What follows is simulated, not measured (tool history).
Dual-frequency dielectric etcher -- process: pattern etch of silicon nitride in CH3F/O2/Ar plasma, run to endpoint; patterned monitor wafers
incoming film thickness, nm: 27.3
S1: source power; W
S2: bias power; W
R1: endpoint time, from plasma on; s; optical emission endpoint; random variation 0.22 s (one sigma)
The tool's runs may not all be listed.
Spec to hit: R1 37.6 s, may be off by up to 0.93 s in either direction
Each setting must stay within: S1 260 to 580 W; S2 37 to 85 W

{"run": 1, "hour": 0.0, "S1": 420, "S2": 61, "R1": 45.72}
{"run": 2, "hour": 1.9, "S1": 440, "S2": 63, "R1": 44.035}
{"run": 3, "hour": 9.3, "S1": 440, "S2": 73, "R1": 41.398}
{"run": 4, "hour": 16.6, "S1": 440, "S2": 66, "R1": 43.027}
{"run": 5, "hour": 21.7, "S1": 370, "S2": 66, "R1": 47.563}
{"run": 6, "hour": 26.3, "S1": 390, "S2": 67, "R1": 45.593}
{"run": 7, "hour": 34.7, "S1": 410, "S2": 68, "R1": 44.328}
{"run": 8, "hour": 37.5, "S1": 430, "S2": 69, "R1": 42.663}
{"run": 9, "hour": 45.4, "S1": 440, "S2": 69, "R1": 41.827}
{"run": 10, "hour": 51.2, "S1": 450, "S2": 69, "R1": 41.307}
{"run": 11, "hour": 55.6, "S1": 460, "S2": 69, "R1": 41.32}
{"run": 12, "hour": 56.3, "S1": 470, "S2": 69, "R1": 41.157}
{"run": 13, "hour": 60.2, "S1": 480, "S2": 69, "R1": 40.707}
{"run": 14, "hour": 63.9, "S1": 490, "S2": 69, "R1": 40.404}
{"run": 15, "hour": 72.4, "S1": 500, "S2": 69, "R1": 39.793}
{"run": 16, "hour": 73.2, "S1": 510, "S2": 69, "R1": 38.676}
{"run": 17, "hour": 73.9, "S1": 520, "S2": 69, "R1": 38.707}
{"run": 18, "hour": 82.4, "S1": 520, "S2": 69, "R1": 38.546}

Pick the move, out of 4, that brings all results within their allowed miss; only one does.
{"run": "A", "hour": 90.9, "S1": 580, "S2": 78, "R1": "?"}
{"run": "B", "hour": 90.9, "S1": 580, "S2": 63, "R1": "?"}
{"run": "C", "hour": 90.9, "S1": 570, "S2": 78, "R1": "?"}
{"run": "D", "hour": 90.9, "S1": 530, "S2": 65, "R1": "?"}

move=A R1=35.222
move=B R1=38.007
move=C R1=35.52
move=D R1=39.314
A: the result that was furthest off in the last run now lies on the other side of its target
B: all results land within tolerance of their targets
C: the result that was furthest off in the last run now lies on the other side of its target
D: moves away from the targets compared with the last run
Move B is the one to make.
